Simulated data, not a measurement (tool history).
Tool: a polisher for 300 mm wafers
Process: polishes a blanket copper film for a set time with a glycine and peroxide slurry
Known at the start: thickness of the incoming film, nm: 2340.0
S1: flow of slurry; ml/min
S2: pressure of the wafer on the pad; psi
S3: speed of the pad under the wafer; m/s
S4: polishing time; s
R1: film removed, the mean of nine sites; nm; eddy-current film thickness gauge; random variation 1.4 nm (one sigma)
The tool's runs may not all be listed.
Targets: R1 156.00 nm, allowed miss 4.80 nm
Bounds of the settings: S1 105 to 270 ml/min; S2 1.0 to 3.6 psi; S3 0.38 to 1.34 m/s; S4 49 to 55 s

run	hour	S1	S2	S3	S4	R1
1	0.0	175	2.3	0.86	55	243.92
2	5.9	175	2.3	0.86	55	248.78
3	9.9	175	2.3	0.86	49	221.39
4	18.7	175	1.8	0.86	49	186.21
5	22.2	175	1.3	0.86	49	149.42
6	27.2	175	1.0	0.86	49	126.83
7	31.6	180	1.1	0.86	49	134.00
8	40.2	180	1.2	0.86	49	140.53
9	40.9	180	1.3	0.86	49	148.51

5 next moves are on the table. One of them brings every result within its allowed miss. Which?
A	41.6	200	1.3	0.76	49	?
B	41.6	175	1.0	1.00	55	?
C	41.6	140	1.5	0.72	52	?
D	41.6	190	1.3	0.64	55	?
E	41.6	205	1.2	0.86	49	?

move	R1
A	137.24
B	152.25
C	145.47
D	137.86
E	141.53
A: further off than the last run
B: meets every target
C: further off than the last run
D: further off than the last run
E: further off than the last run
The right move is B.
